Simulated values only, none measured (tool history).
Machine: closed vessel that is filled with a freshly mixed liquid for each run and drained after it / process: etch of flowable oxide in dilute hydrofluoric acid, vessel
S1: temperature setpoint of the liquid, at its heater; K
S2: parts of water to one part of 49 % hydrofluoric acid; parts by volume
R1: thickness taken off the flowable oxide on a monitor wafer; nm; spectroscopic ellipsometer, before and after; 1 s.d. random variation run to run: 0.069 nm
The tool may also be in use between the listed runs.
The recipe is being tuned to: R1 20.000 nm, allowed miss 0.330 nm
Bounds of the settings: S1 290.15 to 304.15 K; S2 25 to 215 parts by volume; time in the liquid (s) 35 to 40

Run 1, day 0.000: S1 296.15 K, S2 120 parts by volume, time in the liquid (s) 40. Result: R1 18.163 nm.
Run 2, day 0.250: S1 296.15 K, S2 120 parts by volume, time in the liquid (s) 35. Result: R1 15.892 nm.
Run 3, day 0.304: S1 299.15 K, S2 120 parts by volume, time in the liquid (s) 35. Result: R1 17.735 nm.
Run 4, day 0.567: S1 301.15 K, S2 120 parts by volume, time in the liquid (s) 35. Result: R1 19.070 nm.
Run 5, day 0.629: S1 299.15 K, S2 120 parts by volume, time in the liquid (s) 35. Result: R1 17.718 nm.
Run 6, day 0.971: S1 299.65 K, S2 120 parts by volume, time in the liquid (s) 35. Result: R1 18.012 nm.
Run 7, day 1.204: S1 300.15 K, S2 120 parts by volume, time in the liquid (s) 35. Result: R1 18.448 nm.
Run 8, day 1.246: S1 300.65 K, S2 120 parts by volume, time in the liquid (s) 35. Result: R1 18.806 nm.
At day 1.338: thermometer replaced.
Run 9, day 1.338: S1 301.15 K, S2 120 parts by volume, time in the liquid (s) 35. Result: R1 18.162 nm.
Run 10, day 1.712: S1 301.65 K, S2 120 parts by volume, time in the liquid (s) 35. Result: R1 18.488 nm.

Which of these 4 next moves meets every target?
Run A, day 2.088: S1 298.15 K, S2 100 parts by volume, time in the liquid (s) 35. Result: R1 ?.
Run B, day 2.088: S1 301.65 K, S2 110 parts by volume, time in the liquid (s) 35. Result: R1 ?.
Run C, day 2.088: S1 303.65 K, S2 115 parts by volume, time in the liquid (s) 35. Result: R1 ?.
Run D, day 2.088: S1 302.15 K, S2 135 parts by volume, time in the liquid (s) 35. Result: R1 ?.

move      R1
   A  19.964
   B  20.497
   C  20.979
   D  16.461
A: every result lands within tolerance
B: moves the result that the last run missed by most past its target, out the other side
C: moves the result that the last run missed by most past its target, out the other side
D: its largest miss is bigger than the last run's
So the answer is move A, the one that meets all the targets.

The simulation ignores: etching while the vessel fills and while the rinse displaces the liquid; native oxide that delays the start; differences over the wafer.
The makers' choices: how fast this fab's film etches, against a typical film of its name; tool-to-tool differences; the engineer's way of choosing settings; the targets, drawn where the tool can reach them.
